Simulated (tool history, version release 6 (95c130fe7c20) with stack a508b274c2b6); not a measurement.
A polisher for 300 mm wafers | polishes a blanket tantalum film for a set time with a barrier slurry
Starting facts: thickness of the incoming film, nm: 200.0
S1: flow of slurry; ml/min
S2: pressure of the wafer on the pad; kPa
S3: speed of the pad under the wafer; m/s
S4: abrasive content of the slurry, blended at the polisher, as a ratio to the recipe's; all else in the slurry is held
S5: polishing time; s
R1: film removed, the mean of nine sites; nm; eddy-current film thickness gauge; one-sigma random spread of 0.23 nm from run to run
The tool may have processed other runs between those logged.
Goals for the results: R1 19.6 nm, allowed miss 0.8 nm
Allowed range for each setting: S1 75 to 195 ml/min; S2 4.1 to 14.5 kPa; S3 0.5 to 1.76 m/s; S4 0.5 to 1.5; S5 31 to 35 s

{"run": 1, "hour": 0.0, "S1": 125, "S2": 9, "S3": 1.12, "S4": 1, "S5": 35, "R1": 50.337}
{"run": 2, "hour": 2.6, "S1": 120, "S2": 7.6, "S3": 0.98, "S4": 1, "S5": 35, "R1": 37.919}
{"run": 3, "hour": 10.6, "S1": 120, "S2": 7.6, "S3": 0.88, "S4": 1, "S5": 35, "R1": 35.287}
{"run": 4, "hour": 14.0, "S1": 120, "S2": 7.6, "S3": 0.88, "S4": 1, "S5": 35, "R1": 35.075}
{"run": 5, "hour": 17.6, "S1": 115, "S2": 6.2, "S3": 0.82, "S4": 1, "S5": 35, "R1": 26.735}
{"run": 6, "hour": 20.0, "S1": 115, "S2": 6.2, "S3": 0.82, "S4": 1, "S5": 31, "R1": 24.287}
{"run": 7, "hour": 27.6, "S1": 110, "S2": 5.5, "S3": 0.82, "S4": 1, "S5": 31, "R1": 21.249}
{"run": 8, "hour": 28.5, "S1": 105, "S2": 5.5, "S3": 0.82, "S4": 1, "S5": 31, "R1": 21.017}
{"run": 9, "hour": 30.5, "S1": 100, "S2": 5.5, "S3": 0.82, "S4": 1, "S5": 31, "R1": 21.01}
{"run": 10, "hour": 31.3, "S1": 95, "S2": 5.5, "S3": 0.82, "S4": 1, "S5": 31, "R1": 21.184}
{"run": 11, "hour": 37.3, "S1": 90, "S2": 4.8, "S3": 0.82, "S4": 1, "S5": 31, "R1": 18.08}
{"run": 12, "hour": 43.7, "S1": 95, "S2": 4.8, "S3": 0.82, "S4": 1, "S5": 31, "R1": 18.193}
{"run": 13, "hour": 48.1, "S1": 100, "S2": 4.8, "S3": 0.82, "S4": 1, "S5": 31, "R1": 18.568}
{"run": 14, "hour": 49.5, "S1": 105, "S2": 4.8, "S3": 0.82, "S4": 1, "S5": 31, "R1": 18.645}

Which single option among these 5 for the next run brings every result within its allowed miss of target? Just one does.
{"run": "A", "hour": 50.9, "S1": 100, "S2": 4.1, "S3": 0.92, "S4": 0.9, "S5": 31, "R1": "?"}
{"run": "B", "hour": 50.9, "S1": 100, "S2": 4.8, "S3": 0.86, "S4": 0.8, "S5": 31, "R1": "?"}
{"run": "C", "hour": 50.9, "S1": 90, "S2": 4.1, "S3": 1.04, "S4": 0.95, "S5": 33, "R1": "?"}
{"run": "D", "hour": 50.9, "S1": 75, "S2": 4.8, "S3": 0.78, "S4": 0.75, "S5": 35, "R1": "?"}
{"run": "E", "hour": 50.9, "S1": 105, "S2": 4.1, "S3": 0.9, "S4": 1, "S5": 31, "R1": "?"}

move=A R1=16.915
move=B R1=17.915
move=C R1=19.759
move=D R1=17.223
move=E R1=17.261
A: its largest miss is bigger than the last run's
B: its largest miss is bigger than the last run's
C: all results in spec
D: its largest miss is bigger than the last run's
E: its largest miss is bigger than the last run's
C meets every target.

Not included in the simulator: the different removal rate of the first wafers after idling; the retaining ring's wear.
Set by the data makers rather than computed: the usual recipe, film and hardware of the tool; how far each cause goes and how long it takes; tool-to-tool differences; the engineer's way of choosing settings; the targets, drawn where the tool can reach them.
